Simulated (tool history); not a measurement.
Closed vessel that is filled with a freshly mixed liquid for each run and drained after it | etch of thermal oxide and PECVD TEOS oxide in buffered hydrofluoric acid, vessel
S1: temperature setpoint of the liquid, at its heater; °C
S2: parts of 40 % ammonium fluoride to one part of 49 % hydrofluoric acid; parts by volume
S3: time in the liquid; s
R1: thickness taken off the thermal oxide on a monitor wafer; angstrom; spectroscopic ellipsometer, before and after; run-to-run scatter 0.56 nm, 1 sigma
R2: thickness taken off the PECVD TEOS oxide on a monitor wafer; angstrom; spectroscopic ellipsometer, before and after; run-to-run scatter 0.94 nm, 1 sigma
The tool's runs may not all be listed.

| run | day | S1 | S2 | S3 | R1 | R2 |
|---|---|---|---|---|---|---|
| 1 | 0 | 24 | 11 | 60 | 645.03 | 2105.9 |
| 2 | 0.188 | 24 | 13 | 60 | 548.1 | 1791.5 |
| 3 | 0.421 | 24.5 | 13 | 60 | 572.01 | 1820.2 |
| 4 | 0.692 | 24.5 | 13 | 70 | 647.18 | 2141.5 |
| 5 | 0.875 | 24.5 | 13 | 80 | 739.87 | 2434.8 |
| 6 | 0.962 | 24 | 13 | 80 | 723.41 | 2385.8 |
| 7 | 1.146 | 23.5 | 13 | 80 | 708.64 | 2315.8 |
| 8 | 1.462 | 23 | 13 | 80 | 693.04 | 2247.6 |
| 9 | 1.738 | 22.5 | 13 | 80 | 669.81 | 2189.4 |
| 10 | 2.079 | 22 | 13 | 80 | 650.66 | 2139.5 |
| 11 | 2.375 | 21.5 | 13 | 80 | 638.81 | 2066.7 |

Run 12, settings as shown, results not yet in. Your forecast:
| 12 | 2.717 | 19.5 | 13.5 | 80 | ? | ? |

Run 12 produced R1 531.64 angstrom, R2 1795.5 angstrom.

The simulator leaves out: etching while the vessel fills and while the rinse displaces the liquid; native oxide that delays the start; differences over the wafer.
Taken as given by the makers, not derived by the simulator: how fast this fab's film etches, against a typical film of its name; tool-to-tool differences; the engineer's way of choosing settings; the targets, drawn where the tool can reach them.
